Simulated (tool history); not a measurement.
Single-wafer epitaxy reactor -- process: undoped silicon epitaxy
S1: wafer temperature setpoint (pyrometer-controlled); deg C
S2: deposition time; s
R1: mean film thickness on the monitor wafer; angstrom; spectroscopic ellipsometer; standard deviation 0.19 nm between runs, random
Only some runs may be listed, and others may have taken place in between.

| run | hour | S1 | S2 | R1 |
|---|---|---|---|---|
| 1 | 0 | 630 | 251 | 295.12 |
| 2 | 1.3 | 630 | 273 | 322.9 |
| 3 | 4 | 630 | 290 | 340.18 |
| 4 | 6.6 | 622 | 290 | 285.84 |
| 5 | 12.5 | 625 | 290 | 305.59 |
| 6 | 15.1 | 625 | 270 | 284.2 |
| 7 | 20.4 | 628 | 270 | 306.55 |
| 8 | 22.1 | 630 | 270 | 316.37 |
|  | 29.9 | pyrometer calibrated |
| 9 | 29.9 | 632 | 270 | 308.03 |
| 10 | 34.1 | 636 | 274 | 341.35 |

Run 11 has not been measured yet. What should we expect?
| 11 | 40.9 | 638 | 274 | ? |

{"run 11": {"R1": 357.19}}
